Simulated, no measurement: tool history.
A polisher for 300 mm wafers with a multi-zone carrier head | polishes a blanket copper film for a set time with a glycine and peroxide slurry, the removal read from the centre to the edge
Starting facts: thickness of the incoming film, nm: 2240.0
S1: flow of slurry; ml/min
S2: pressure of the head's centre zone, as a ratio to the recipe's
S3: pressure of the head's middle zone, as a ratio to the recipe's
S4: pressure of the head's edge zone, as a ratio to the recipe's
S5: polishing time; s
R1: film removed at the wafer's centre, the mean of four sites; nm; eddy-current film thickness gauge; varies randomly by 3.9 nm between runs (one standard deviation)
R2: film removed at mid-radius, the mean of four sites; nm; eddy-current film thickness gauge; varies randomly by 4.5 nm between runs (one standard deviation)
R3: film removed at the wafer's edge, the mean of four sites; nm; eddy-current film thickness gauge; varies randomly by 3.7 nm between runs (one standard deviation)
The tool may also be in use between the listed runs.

run	hour	S1	S2	S3	S4	S5	R1	R2	R3
1	0.0	260	1.00	1.00	1.00	72	246.70	237.07	245.31
2	7.8	260	0.92	1.00	1.00	72	224.77	247.60	244.94
3	15.3	260	0.92	0.94	1.00	72	219.02	227.27	247.55
4	20.9	260	0.92	0.94	0.97	72	224.53	234.10	240.29
5	29.8	260	0.92	0.94	0.97	82	253.29	264.20	276.43
6	36.5	260	0.92	0.94	0.97	88	278.05	283.13	292.70

The next listed run, before its measurement:
7	43.1	295	1.02	1.04	1.07	99	?	?	?

Run 7 produced R1 353.45 nm, R2 354.65 nm, R3 350.12 nm.
